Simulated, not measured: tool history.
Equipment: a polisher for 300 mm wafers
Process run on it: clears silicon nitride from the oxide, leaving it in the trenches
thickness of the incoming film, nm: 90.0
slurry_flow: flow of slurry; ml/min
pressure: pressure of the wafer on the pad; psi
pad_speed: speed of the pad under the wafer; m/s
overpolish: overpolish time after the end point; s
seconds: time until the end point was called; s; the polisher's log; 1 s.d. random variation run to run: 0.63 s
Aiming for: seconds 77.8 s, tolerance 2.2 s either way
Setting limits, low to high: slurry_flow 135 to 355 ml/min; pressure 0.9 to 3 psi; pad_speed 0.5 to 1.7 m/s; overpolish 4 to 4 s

run 1 hour=0 | slurry_flow=225 pressure=1.9 pad_speed=1.1 overpolish=4 | seconds=117.62
run 2 hour=4.9 | slurry_flow=225 pressure=1.9 pad_speed=1.1 overpolish=4 | seconds=116.87
run 3 hour=11.4 | slurry_flow=230 pressure=2.1 pad_speed=1.1 overpolish=4 | seconds=104.55
run 4 hour=15.3 | slurry_flow=210 pressure=2.1 pad_speed=1.1 overpolish=4 | seconds=108.85
run 5 hour=21.7 | slurry_flow=240 pressure=2.2 pad_speed=1.1 overpolish=4 | seconds=100.29
run 6 hour=24.1 | slurry_flow=240 pressure=2.2 pad_speed=1.32 overpolish=4 | seconds=86.431
run 7 hour=29.5 | slurry_flow=250 pressure=2.2 pad_speed=1.32 overpolish=4 | seconds=85.593
run 8 hour=36.8 | slurry_flow=260 pressure=2.2 pad_speed=1.32 overpolish=4 | seconds=85.225
run 9 hour=42.8 | slurry_flow=265 pressure=2.2 pad_speed=1.32 overpolish=4 | seconds=85.097

5 candidate next runs follow, results not yet known. Just one meets every target within its allowed miss. Identify it.
run A hour=48.8 | slurry_flow=210 pressure=2.7 pad_speed=1.34 overpolish=4 | seconds=?
run B hour=48.8 | slurry_flow=280 pressure=2.6 pad_speed=1.32 overpolish=4 | seconds=?
run C hour=48.8 | slurry_flow=250 pressure=2.3 pad_speed=1.52 overpolish=4 | seconds=?
run D hour=48.8 | slurry_flow=290 pressure=2.5 pad_speed=1.34 overpolish=4 | seconds=?
run E hour=48.8 | slurry_flow=190 pressure=2.2 pad_speed=1.58 overpolish=4 | seconds=?

move=A seconds=71.491
move=B seconds=71.967
move=C seconds=73.037
move=D seconds=73.503
move=E seconds=77.177
A: pushes the last run's worst result past its target
B: pushes the last run's worst result past its target
C: pushes the last run's worst result past its target
D: pushes the last run's worst result past its target
E: every result lands within tolerance
The move that meets every target is E.
